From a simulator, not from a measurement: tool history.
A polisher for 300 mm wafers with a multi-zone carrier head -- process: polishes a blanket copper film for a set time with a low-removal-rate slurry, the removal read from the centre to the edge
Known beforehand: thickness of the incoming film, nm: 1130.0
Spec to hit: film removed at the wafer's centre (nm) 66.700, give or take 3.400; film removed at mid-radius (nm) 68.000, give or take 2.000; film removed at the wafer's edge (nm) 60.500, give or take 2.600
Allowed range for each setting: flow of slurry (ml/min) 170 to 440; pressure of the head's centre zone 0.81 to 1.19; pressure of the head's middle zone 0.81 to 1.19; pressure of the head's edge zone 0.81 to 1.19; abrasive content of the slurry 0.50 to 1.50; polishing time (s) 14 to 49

| run | day | flow of slurry (ml/min) | pressure of the head's centre zone | pressure of the head's middle zone | pressure of the head's edge zone | abrasive content of the slurry | polishing time (s) | film removed at the wafer's centre (nm) | film removed at mid-radius (nm) | film removed at the wafer's edge (nm) |
|---|---|---|---|---|---|---|---|---|---|---|
| 1 | 0.000 | 280 | 1.00 | 1.00 | 1.00 | 1.00 | 31 | 76.840 | 77.603 | 79.640 |
| 2 | 0.338 | 280 | 1.00 | 0.97 | 1.00 | 1.00 | 31 | 77.789 | 75.316 | 76.534 |
| 3 | 0.592 | 280 | 1.00 | 0.97 | 1.00 | 1.00 | 25 | 60.780 | 61.125 | 61.800 |
| 4 | 0.758 | 295 | 1.02 | 0.99 | 0.96 | 1.00 | 25 | 64.513 | 62.685 | 62.218 |
| 5 | 1.100 | 305 | 1.02 | 1.02 | 0.92 | 1.00 | 25 | 62.071 | 63.012 | 61.904 |
| 6 | 1.283 | 305 | 1.02 | 1.02 | 0.92 | 1.00 | 30 | 77.111 | 76.496 | 74.342 |
|  | 1.446 | slurry nozzle cleaned |
| 7 | 1.446 | 310 | 1.03 | 1.04 | 0.89 | 0.85 | 29 | 75.974 | 75.795 | 71.806 |
| 8 | 1.633 | 310 | 1.03 | 1.04 | 0.89 | 0.85 | 29 | 75.024 | 75.303 | 70.869 |
| 9 | 1.962 | 305 | 1.03 | 1.04 | 0.87 | 0.80 | 28 | 71.443 | 71.613 | 67.950 |
| 10 | 2.225 | 310 | 1.04 | 1.06 | 0.85 | 0.80 | 27 | 70.400 | 70.883 | 63.886 |
| 11 | 2.317 | 300 | 1.04 | 1.06 | 0.84 | 0.80 | 27 | 69.579 | 70.258 | 64.779 |

Of the 5 settings listed for the next run, only one would bring every result within its allowed miss of target. Which one?
| A | 2.408 | 170 | 0.88 | 0.90 | 0.88 | 0.70 | 33 | ? | ? | ? |
| B | 2.408 | 385 | 0.92 | 0.90 | 0.84 | 1.05 | 27 | ? | ? | ? |
| C | 2.408 | 315 | 1.16 | 1.07 | 0.81 | 0.80 | 25 | ? | ? | ? |
| D | 2.408 | 315 | 1.05 | 1.00 | 0.82 | 0.55 | 27 | ? | ? | ? |
| E | 2.408 | 255 | 1.08 | 1.19 | 0.98 | 0.60 | 26 | ? | ? | ? |

| move | film removed at the wafer's centre (nm) | film removed at mid-radius (nm) | film removed at the wafer's edge (nm) |
|---|---|---|---|
| A | 64.624 | 70.252 | 72.319 |
| B | 66.774 | 68.565 | 67.754 |
| C | 73.189 | 66.170 | 58.379 |
| D | 67.514 | 64.732 | 59.807 |
| E | 66.023 | 68.870 | 60.335 |
A: lands further from the targets than the last run did
B: lands further from the targets than the last run did
C: gets the furthest-off result to its target, but another result is out of tolerance
D: gets the furthest-off result to its target, but another result is out of tolerance
E: hits every target within its allowed miss
E meets every target.
